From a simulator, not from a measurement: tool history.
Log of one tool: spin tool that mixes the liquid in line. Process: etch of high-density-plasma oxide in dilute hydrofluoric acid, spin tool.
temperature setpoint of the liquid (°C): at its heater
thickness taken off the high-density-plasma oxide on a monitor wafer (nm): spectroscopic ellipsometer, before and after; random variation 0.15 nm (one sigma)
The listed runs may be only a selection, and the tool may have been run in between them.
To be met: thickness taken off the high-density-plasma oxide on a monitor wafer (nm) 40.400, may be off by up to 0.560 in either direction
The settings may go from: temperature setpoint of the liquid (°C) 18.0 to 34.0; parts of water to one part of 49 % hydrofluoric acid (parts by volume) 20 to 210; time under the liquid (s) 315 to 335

run,day,temperature setpoint of the liquid (°C),parts of water to one part of 49 % hydrofluoric acid (parts by volume),time under the liquid (s),thickness taken off the high-density-plasma oxide on a monitor wafer (nm)
1,0.000,26.0,115,315,15.738
2,0.142,26.0,145,315,11.992
3,0.442,28.0,145,315,13.095
4,0.488,29.0,125,315,16.063
5,0.604,29.0,110,315,18.682
6,0.879,29.0,90,315,23.487
7,1.142,30.0,85,315,25.807
8,1.362,31.0,80,315,28.883
9,1.650,34.0,60,315,44.454
10,2.000,33.5,60,315,43.802
11,2.129,33.0,60,315,42.605
12,2.288,32.5,60,315,42.129
13,2.412,32.0,60,315,41.044

Which of these 5 next moves meets every target?
A,2.538,31.5,65,335,?
B,2.538,28.5,55,335,?
C,2.538,31.5,60,315,?
D,2.538,32.0,60,320,?
E,2.538,32.5,60,315,?

move,thickness taken off the high-density-plasma oxide on a monitor wafer (nm)
A,39.546
B,42.226
C,40.600
D,42.042
E,42.182
A: pushes the last run's worst result past its target
B: further off than the last run
C: in spec on every target
D: further off than the last run
E: further off than the last run
Move C is the one to make.
